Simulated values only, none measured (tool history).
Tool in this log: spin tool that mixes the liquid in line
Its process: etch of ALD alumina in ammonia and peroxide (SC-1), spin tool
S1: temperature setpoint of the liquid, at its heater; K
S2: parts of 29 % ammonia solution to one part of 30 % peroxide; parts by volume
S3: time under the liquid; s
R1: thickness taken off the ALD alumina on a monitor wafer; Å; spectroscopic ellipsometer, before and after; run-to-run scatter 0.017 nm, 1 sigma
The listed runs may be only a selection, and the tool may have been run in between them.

run  hour      S1   S2  S3      R1
  1     0  325.15  0.9  25  23.701
  2   3.9  327.65  0.9  25  27.049
  3  10.4  330.15  0.9  25  31.104
  4  18.8  324.15  0.9  25  22.626
  5  25.2  326.65  0.9  25  25.594
  6  27.8  328.65  0.9  25  28.782
  7  36.6  329.65  0.9  25  30.242

Forecast run 8:
  8  44.5  333.15  0.9  25   ?

{"run 8": {"R1": 36.195}}
